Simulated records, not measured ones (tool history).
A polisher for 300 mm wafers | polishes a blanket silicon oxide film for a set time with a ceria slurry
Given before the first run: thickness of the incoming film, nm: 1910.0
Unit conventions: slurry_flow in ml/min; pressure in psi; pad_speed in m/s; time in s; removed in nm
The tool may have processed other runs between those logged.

run 1 hour=0 | slurry_flow=260 pressure=2.1 pad_speed=0.98 time=88 | removed=242.15
run 2 hour=0.6 | slurry_flow=260 pressure=1.8 pad_speed=0.98 time=88 | removed=209.91
run 3 hour=5.8 | slurry_flow=225 pressure=1.8 pad_speed=0.98 time=88 | removed=204.45
run 4 hour=10 | slurry_flow=225 pressure=1.8 pad_speed=1.22 time=88 | removed=249.8
run 5 hour=17.8 | slurry_flow=225 pressure=1.5 pad_speed=1.22 time=88 | removed=215.62
run 6 hour=22.4 | slurry_flow=225 pressure=1.5 pad_speed=1.46 time=88 | removed=251.48

What does the tool deliver on the next run?
run 7 hour=25.2 | slurry_flow=220 pressure=1.3 pad_speed=1.36 time=88 | removed=?

Run 7 gave removed 210.67 nm.
